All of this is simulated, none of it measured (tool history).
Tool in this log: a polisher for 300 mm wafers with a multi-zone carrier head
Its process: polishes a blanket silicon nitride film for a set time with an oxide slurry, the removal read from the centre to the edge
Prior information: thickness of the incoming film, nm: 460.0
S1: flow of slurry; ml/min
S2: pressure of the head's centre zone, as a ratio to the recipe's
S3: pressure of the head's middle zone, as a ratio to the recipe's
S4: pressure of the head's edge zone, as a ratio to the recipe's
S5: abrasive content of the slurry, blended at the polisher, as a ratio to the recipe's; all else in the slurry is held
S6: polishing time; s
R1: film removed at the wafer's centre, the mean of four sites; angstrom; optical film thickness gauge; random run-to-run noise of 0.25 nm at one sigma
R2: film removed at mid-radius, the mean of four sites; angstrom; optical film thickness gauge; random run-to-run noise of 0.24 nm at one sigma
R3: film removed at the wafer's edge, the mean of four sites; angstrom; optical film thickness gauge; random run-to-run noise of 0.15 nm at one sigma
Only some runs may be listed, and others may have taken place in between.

| run | hour | S1 | S2 | S3 | S4 | S5 | S6 | R1 | R2 | R3 |
|---|---|---|---|---|---|---|---|---|---|---|
| 1 | 0.0 | 235 | 1.00 | 1.00 | 1.00 | 1.00 | 34 | 242.55 | 247.81 | 239.78 |
| 2 | 5.4 | 200 | 1.00 | 1.00 | 1.00 | 1.00 | 34 | 233.39 | 237.30 | 240.21 |
| 3 | 9.9 | 215 | 1.00 | 0.98 | 0.98 | 0.85 | 34 | 221.52 | 222.80 | 218.35 |
| 4 | 16.9 | 215 | 1.00 | 0.98 | 0.98 | 0.85 | 37 | 242.05 | 240.77 | 235.38 |
| 5 | 24.1 | 215 | 1.00 | 0.98 | 0.98 | 1.00 | 37 | 255.45 | 262.13 | 254.50 |
| 6 | 26.6 | 215 | 1.00 | 0.98 | 1.02 | 1.00 | 37 | 259.12 | 255.23 | 260.66 |

The next listed run, before its measurement:
| 7 | 34.0 | 215 | 0.99 | 0.95 | 0.99 | 0.85 | 37 | ? | ? | ? |

{"run 7": {"R1": 235.26, "R2": 234.57, "R3": 241.34}}

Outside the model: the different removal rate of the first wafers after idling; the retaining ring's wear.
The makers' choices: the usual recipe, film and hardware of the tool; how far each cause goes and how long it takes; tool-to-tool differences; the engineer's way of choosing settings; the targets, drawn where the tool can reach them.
